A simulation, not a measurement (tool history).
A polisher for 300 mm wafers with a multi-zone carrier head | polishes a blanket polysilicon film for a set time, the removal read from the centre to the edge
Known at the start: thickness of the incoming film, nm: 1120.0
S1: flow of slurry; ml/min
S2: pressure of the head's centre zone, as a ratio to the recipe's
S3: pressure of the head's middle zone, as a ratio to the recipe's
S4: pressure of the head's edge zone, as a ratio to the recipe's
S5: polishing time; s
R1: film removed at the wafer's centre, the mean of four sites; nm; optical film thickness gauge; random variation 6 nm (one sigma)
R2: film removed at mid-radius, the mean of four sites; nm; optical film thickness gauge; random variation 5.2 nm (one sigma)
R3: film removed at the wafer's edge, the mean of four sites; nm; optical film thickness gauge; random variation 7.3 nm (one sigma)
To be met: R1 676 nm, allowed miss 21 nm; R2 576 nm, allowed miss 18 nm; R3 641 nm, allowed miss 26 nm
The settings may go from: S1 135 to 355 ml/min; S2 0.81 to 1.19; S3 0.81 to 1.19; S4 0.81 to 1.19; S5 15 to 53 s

run	day	S1	S2	S3	S4	S5	R1	R2	R3
1	0	225	1	1	1	34	445.6	423.58	438.58
2	0.162	225	1	1.04	1	34	446.51	443.22	442.52
3	0.229	175	1	1.04	1	34	427.93	423.82	436.93
4	0.525	170	1.04	1.04	1.04	36	465.25	452.07	470.38
5	0.588	170	1.04	1.04	1.04	31	399.29	388.96	409.28
6	0.654	175	1.07	1.03	1.07	34	452.7	422.25	436.04
7	0.954	165	1.07	1.01	1.08	37	483.8	455.3	488.63
8	1.05	165	1.09	1	1.09	39	512.53	470.1	516.5
9	1.158	165	1.09	1	1.09	39	522.95	470.62	526.13
10	1.45	170	1.11	1	1.1	40	546.84	497.5	528.71
11	1.775	190	1.13	0.9	1.15	48	684.19	543.32	657.18
12	2.054	195	1.13	0.91	1.14	48	685.07	551.14	676.48

Which of these 5 next moves meets every target?
A	2.333	185	1.12	0.9	1.15	50	?	?	?
B	2.333	195	1.04	0.88	1.19	51	?	?	?
C	2.333	200	1.13	0.97	1.11	47	?	?	?
D	2.333	150	1.15	0.91	0.94	52	?	?	?
E	2.333	195	1.01	1.02	1.19	49	?	?	?

move	R1	R2	R3
A	714.11	557.89	684.12
B	682.65	563.71	714.24
C	687.51	565.51	637.8
D	728.17	562.06	630.08
E	637.45	612.93	684.95
A: further off than the last run
B: brings the result that was furthest off to its target, and leaves another outside
C: meets every target
D: brings the result that was furthest off to its target, and leaves another outside
E: takes the result that was furthest off past its target
Answer: C
